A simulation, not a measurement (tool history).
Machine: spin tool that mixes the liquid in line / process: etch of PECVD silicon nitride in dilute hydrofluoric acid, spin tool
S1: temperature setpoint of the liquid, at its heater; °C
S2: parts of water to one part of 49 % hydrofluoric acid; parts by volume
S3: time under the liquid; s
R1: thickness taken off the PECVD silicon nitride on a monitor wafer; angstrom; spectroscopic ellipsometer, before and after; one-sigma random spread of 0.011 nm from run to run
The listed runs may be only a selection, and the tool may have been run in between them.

run 1 hour=0 | S1=22 S2=160 S3=100 | R1=8.8356
run 2 hour=6.2 | S1=21 S2=165 S3=100 | R1=8.0398
run 3 hour=13.1 | S1=21 S2=165 S3=100 | R1=8.1547
run 4 hour=17.4 | S1=20 S2=170 S3=100 | R1=7.0992
run 5 hour=21.1 | S1=19.5 S2=170 S3=100 | R1=7.1245
-- hour=26.3 thermometer replaced
run 6 hour=26.3 | S1=19 S2=175 S3=100 | R1=7.3026
run 7 hour=30.3 | S1=19 S2=185 S3=100 | R1=7.0987

Predict the results of run 8:
run 8 hour=34.1 | S1=18.5 S2=195 S3=100 | R1=?

{"run 8": {"R1": 6.3801}}
